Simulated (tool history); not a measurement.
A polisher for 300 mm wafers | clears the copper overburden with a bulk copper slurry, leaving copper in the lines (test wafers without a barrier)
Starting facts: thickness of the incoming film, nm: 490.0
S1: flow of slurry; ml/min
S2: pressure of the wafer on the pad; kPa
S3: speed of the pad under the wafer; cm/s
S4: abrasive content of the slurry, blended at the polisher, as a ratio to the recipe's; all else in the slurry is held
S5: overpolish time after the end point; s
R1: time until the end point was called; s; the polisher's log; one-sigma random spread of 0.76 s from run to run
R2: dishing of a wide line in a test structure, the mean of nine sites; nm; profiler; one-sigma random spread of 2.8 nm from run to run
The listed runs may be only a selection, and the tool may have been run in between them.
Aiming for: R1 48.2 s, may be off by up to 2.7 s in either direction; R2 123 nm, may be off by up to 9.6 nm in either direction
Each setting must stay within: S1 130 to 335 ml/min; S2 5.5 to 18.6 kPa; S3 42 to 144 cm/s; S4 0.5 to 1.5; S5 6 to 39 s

{"run": 1, "hour": 0.0, "S1": 215, "S2": 11.7, "S3": 92, "S4": 1, "S5": 20, "R1": 82.122, "R2": 69.59}
{"run": 2, "hour": 3.1, "S1": 215, "S2": 12.4, "S3": 92, "S4": 1, "S5": 21, "R1": 79.881, "R2": 73.567}
{"run": 3, "hour": 8.6, "S1": 215, "S2": 12.4, "S3": 72, "S4": 1, "S5": 21, "R1": 101.23, "R2": 64.156}
{"run": 4, "hour": 15.8, "S1": 215, "S2": 13.1, "S3": 76, "S4": 1, "S5": 21, "R1": 89.958, "R2": 68.984}
{"run": 5, "hour": 16.3, "S1": 215, "S2": 15.9, "S3": 76, "S4": 1, "S5": 21, "R1": 78.223, "R2": 77.297}
{"run": 6, "hour": 18.7, "S1": 215, "S2": 16.5, "S3": 80, "S4": 1, "S5": 22, "R1": 70.098, "R2": 86.929}
{"run": 7, "hour": 27.6, "S1": 215, "S2": 16.5, "S3": 80, "S4": 1, "S5": 22, "R1": 70.702, "R2": 87.686}
{"run": 8, "hour": 34.1, "S1": 215, "S2": 16.5, "S3": 84, "S4": 1, "S5": 22, "R1": 66.039, "R2": 88.906}
{"run": 9, "hour": 36.8, "S1": 215, "S2": 16.5, "S3": 86, "S4": 1, "S5": 23, "R1": 67.584, "R2": 91.695}

5 candidate next runs follow, results not yet known. Just one meets every target within its allowed miss. Identify it.
{"run": "A", "hour": 39.5, "S1": 240, "S2": 16.5, "S3": 114, "S4": 1, "S5": 13, "R1": "?", "R2": "?"}
{"run": "B", "hour": 39.5, "S1": 275, "S2": 15.2, "S3": 72, "S4": 0.95, "S5": 18, "R1": "?", "R2": "?"}
{"run": "C", "hour": 39.5, "S1": 195, "S2": 17.2, "S3": 104, "S4": 1, "S5": 36, "R1": "?", "R2": "?"}
{"run": "D", "hour": 39.5, "S1": 230, "S2": 15.2, "S3": 64, "S4": 0.9, "S5": 27, "R1": "?", "R2": "?"}
{"run": "E", "hour": 39.5, "S1": 240, "S2": 18.6, "S3": 106, "S4": 0.95, "S5": 27, "R1": "?", "R2": "?"}

move=A R1=49.119 R2=77.251
move=B R1=82.739 R2=66.525
move=C R1=53.246 R2=128.81
move=D R1=95.897 R2=79.606
move=E R1=48.069 R2=121.68
A: brings the last run's worst result on target, with another outside its allowed miss
B: moves away from the targets compared with the last run
C: an improvement on the last run, though not all results are within tolerance
D: moves away from the targets compared with the last run
E: meets every target
Answer: E

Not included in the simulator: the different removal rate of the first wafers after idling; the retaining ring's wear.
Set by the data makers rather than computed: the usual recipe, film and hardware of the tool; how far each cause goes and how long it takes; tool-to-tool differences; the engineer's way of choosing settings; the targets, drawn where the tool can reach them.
